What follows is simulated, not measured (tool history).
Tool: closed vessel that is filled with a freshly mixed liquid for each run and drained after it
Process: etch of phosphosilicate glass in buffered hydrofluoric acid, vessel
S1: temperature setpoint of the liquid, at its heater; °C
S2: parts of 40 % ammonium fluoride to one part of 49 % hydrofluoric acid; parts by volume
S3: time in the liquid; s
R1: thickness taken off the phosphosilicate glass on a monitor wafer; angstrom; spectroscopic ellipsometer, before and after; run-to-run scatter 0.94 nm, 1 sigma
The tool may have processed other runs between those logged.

Run 1, hour 0.0: S1 20.0 °C, S2 14.0 parts by volume, S3 100 s. Result: R1 2374.1 angstrom.
Run 2, hour 2.6: S1 22.5 °C, S2 14.0 parts by volume, S3 100 s. Result: R1 2706.1 angstrom.
Run 3, hour 6.2: S1 19.5 °C, S2 14.0 parts by volume, S3 100 s. Result: R1 2337.7 angstrom.
Run 4, hour 12.4: S1 19.5 °C, S2 14.0 parts by volume, S3 105 s. Result: R1 2445.6 angstrom.
Run 5, hour 16.9: S1 19.5 °C, S2 14.0 parts by volume, S3 100 s. Result: R1 2333.9 angstrom.
Run 6, hour 25.0: S1 19.5 °C, S2 12.0 parts by volume, S3 100 s. Result: R1 2691.0 angstrom.
At hour 28.2: thermometer replaced.
Run 7, hour 28.2: S1 17.0 °C, S2 16.5 parts by volume, S3 100 s. Result: R1 1870.7 angstrom.

What will run 8 give?
Run 8, hour 30.1: S1 17.0 °C, S2 17.0 parts by volume, S3 100 s. Result: R1 ?.

Run 8 gave R1 1817.6 angstrom.

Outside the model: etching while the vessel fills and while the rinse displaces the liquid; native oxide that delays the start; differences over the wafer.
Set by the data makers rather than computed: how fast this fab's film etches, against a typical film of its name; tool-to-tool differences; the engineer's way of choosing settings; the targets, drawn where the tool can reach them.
